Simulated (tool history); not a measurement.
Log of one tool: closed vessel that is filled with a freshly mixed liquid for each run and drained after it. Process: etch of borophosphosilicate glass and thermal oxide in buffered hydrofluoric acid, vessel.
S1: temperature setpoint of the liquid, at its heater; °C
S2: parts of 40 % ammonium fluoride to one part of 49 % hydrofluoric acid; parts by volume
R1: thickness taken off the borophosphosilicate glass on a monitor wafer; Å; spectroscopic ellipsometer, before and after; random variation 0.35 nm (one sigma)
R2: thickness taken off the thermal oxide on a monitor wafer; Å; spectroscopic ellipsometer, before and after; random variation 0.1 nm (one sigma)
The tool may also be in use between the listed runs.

{"run": 1, "day": 0.0, "S1": 23.0, "S2": 16.5, "time in the liquid (s)": 60, "R1": 789.8, "R2": 364.77}
{"run": 2, "day": 0.25, "S1": 23.0, "S2": 21.0, "time in the liquid (s)": 60, "R1": 634.07, "R2": 290.05}
{"run": 3, "day": 0.342, "S1": 23.0, "S2": 19.0, "time in the liquid (s)": 60, "R1": 686.05, "R2": 319.49}
{"run": 4, "day": 0.458, "S1": 22.0, "S2": 19.5, "time in the liquid (s)": 60, "R1": 641.73, "R2": 293.95}
{"run": 5, "day": 0.683, "S1": 21.0, "S2": 20.0, "time in the liquid (s)": 60, "R1": 594.39, "R2": 268.61}
{"day": 0.775, "done": "thermometer replaced"}
{"run": 6, "day": 0.775, "S1": 20.5, "S2": 20.5, "time in the liquid (s)": 60, "R1": 608.68, "R2": 278.68}
{"run": 7, "day": 0.933, "S1": 20.0, "S2": 21.5, "time in the liquid (s)": 60, "R1": 566.12, "R2": 264.46}
{"run": 8, "day": 1.083, "S1": 20.0, "S2": 22.5, "time in the liquid (s)": 60, "R1": 549.52, "R2": 251.93}

Forecast run 9:
{"run": 9, "day": 1.133, "S1": 19.5, "S2": 23.5, "time in the liquid (s)": 60, "R1": "?", "R2": "?"}

R1: 525.42 Å
R2: 239.87 Å
